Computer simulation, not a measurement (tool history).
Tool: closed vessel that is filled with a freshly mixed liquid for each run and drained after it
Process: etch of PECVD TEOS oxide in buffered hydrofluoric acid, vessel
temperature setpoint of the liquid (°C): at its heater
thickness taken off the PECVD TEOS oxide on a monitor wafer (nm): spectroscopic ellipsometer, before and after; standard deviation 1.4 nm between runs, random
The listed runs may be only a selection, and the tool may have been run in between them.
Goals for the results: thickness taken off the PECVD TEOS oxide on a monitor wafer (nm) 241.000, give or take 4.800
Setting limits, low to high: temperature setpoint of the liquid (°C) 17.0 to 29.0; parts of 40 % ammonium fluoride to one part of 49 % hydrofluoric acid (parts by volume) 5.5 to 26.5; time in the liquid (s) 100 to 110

| run | hour | temperature setpoint of the liquid (°C) | parts of 40 % ammonium fluoride to one part of 49 % hydrofluoric acid (parts by volume) | time in the liquid (s) | thickness taken off the PECVD TEOS oxide on a monitor wafer (nm) |
|---|---|---|---|---|---|
| 1 | 0.0 | 21.0 | 16.0 | 100 | 108.860 |
| 2 | 3.0 | 18.0 | 16.0 | 100 | 91.922 |
| 3 | 11.2 | 19.5 | 15.0 | 100 | 107.160 |
| 4 | 15.0 | 19.5 | 13.0 | 100 | 123.780 |
| 5 | 16.2 | 21.0 | 12.5 | 100 | 139.330 |
| 6 | 21.8 | 21.0 | 17.0 | 100 | 103.170 |
| 7 | 29.9 | 22.0 | 16.0 | 100 | 115.450 |
| 8 | 30.9 | 26.0 | 11.0 | 100 | 206.600 |

Next run, 4 choices. One meets every target within its allowed miss, the rest don't. Which?
| A | 31.9 | 29.0 | 10.5 | 105 | ? |
| B | 31.9 | 26.0 | 11.5 | 110 | ? |
| C | 31.9 | 24.0 | 9.0 | 110 | ? |
| D | 31.9 | 26.5 | 13.0 | 110 | ? |

| move | thickness taken off the PECVD TEOS oxide on a monitor wafer (nm) |
|---|---|
| A | 267.760 |
| B | 218.780 |
| C | 240.350 |
| D | 199.370 |
A: takes the result that was furthest off past its target
B: nearer than the last run, and not there yet
C: every result within its allowed miss
D: misses by more than the last run did
Answer: C
